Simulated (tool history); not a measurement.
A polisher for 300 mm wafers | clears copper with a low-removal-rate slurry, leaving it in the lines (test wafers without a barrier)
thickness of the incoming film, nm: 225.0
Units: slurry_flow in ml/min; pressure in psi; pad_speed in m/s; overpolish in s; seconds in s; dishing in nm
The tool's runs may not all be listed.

{"run": 1, "day": 0.0, "slurry_flow": 295, "pressure": 3.5, "pad_speed": 0.94, "slurry_solids": 1.0, "overpolish": 8, "seconds": 77.22, "dishing": 12.774}
{"run": 2, "day": 0.367, "slurry_flow": 295, "pressure": 3.1, "pad_speed": 0.94, "slurry_solids": 1.0, "overpolish": 9, "seconds": 84.859, "dishing": 12.998}
{"run": 3, "day": 0.725, "slurry_flow": 295, "pressure": 2.7, "pad_speed": 0.94, "slurry_solids": 1.0, "overpolish": 10, "seconds": 94.87, "dishing": 12.864}
{"run": 4, "day": 1.042, "slurry_flow": 295, "pressure": 2.5, "pad_speed": 0.94, "slurry_solids": 1.0, "overpolish": 11, "seconds": 100.03, "dishing": 13.227}
{"run": 5, "day": 1.338, "slurry_flow": 295, "pressure": 2.3, "pad_speed": 0.94, "slurry_solids": 1.0, "overpolish": 11, "seconds": 107.16, "dishing": 12.777}
{"run": 6, "day": 1.633, "slurry_flow": 295, "pressure": 2.3, "pad_speed": 0.94, "slurry_solids": 1.0, "overpolish": 9, "seconds": 104.9, "dishing": 11.3}
{"run": 7, "day": 1.692, "slurry_flow": 295, "pressure": 2.2, "pad_speed": 0.94, "slurry_solids": 1.0, "overpolish": 10, "seconds": 109.23, "dishing": 11.725}

The next listed run, before its measurement:
{"run": 8, "day": 1.825, "slurry_flow": 295, "pressure": 2.1, "pad_speed": 0.94, "slurry_solids": 1.0, "overpolish": 11, "seconds": "?", "dishing": "?"}

{"run 8": {"seconds": 114.24, "dishing": 12.192}}
